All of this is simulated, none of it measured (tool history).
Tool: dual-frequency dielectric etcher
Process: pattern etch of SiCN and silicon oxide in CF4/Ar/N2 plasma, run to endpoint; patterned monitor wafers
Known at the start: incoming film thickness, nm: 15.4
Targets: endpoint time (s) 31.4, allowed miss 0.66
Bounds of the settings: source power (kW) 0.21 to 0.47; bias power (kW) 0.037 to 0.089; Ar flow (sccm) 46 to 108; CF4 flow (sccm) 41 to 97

run  hour  source power (kW)  bias power (kW)  Ar flow (sccm)  CF4 flow (sccm)  endpoint time (s)
  1     0               0.34            0.063              77               69             23.616
  2   5.5               0.34            0.063              77               59             24.117
  3   6.1               0.34            0.052              77               59             26.109
  4    13               0.34            0.052              77               53             26.537
  5  20.6               0.33            0.052              77               53             27.463
  6  28.5               0.32            0.052              77               53             28.454
  7  37.4               0.32            0.052              77               53             28.376
  8  39.4                0.3            0.052              77               53             30.605

5 next moves are on the table. One of them brings every result within its allowed miss. Which?
  A  41.4               0.28            0.059              83               58                  ?
  B  41.4               0.25             0.07              81               61                  ?
  C  41.4               0.27            0.055              84               57                  ?
  D  41.4               0.27            0.056              71               59                  ?
  E  41.4               0.27            0.056              80               55                  ?

move  endpoint time (s)
   A              31.32
   B             32.971
   C             33.774
   D             32.691
   E             33.537
A: meets every target
B: takes the result that was furthest off past its target
C: takes the result that was furthest off past its target
D: takes the result that was furthest off past its target
E: takes the result that was furthest off past its target
Answer: A

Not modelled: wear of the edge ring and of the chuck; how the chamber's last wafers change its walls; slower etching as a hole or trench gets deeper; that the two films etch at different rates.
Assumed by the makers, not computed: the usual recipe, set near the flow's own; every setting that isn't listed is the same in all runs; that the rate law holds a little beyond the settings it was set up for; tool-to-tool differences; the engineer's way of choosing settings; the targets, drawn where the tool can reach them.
